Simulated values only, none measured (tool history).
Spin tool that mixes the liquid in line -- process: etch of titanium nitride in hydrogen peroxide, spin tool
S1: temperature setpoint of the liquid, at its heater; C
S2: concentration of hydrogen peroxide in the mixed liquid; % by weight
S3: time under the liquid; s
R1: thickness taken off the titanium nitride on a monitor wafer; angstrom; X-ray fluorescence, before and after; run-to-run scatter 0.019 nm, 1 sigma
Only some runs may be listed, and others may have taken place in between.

run 1 hour=0.0 | S1=57.0 S2=18.5 S3=95 | R1=45.093
run 2 hour=8.3 | S1=54.0 S2=18.5 S3=95 | R1=36.505
run 3 hour=11.0 | S1=53.0 S2=18.5 S3=95 | R1=33.490
run 4 hour=12.4 | S1=58.0 S2=18.5 S3=95 | R1=48.116
run 5 hour=14.5 | S1=56.0 S2=18.5 S3=95 | R1=42.048
run 6 hour=22.4 | S1=54.5 S2=18.5 S3=95 | R1=37.698
run 7 hour=26.9 | S1=47.5 S2=18.5 S3=95 | R1=22.959
run 8 hour=28.7 | S1=48.0 S2=18.5 S3=95 | R1=23.681

Run 9 is up next; what results do you expect?
run 9 hour=37.5 | S1=48.0 S2=18.5 S3=95 | R1=?

{"run 9": {"R1": 23.579}}
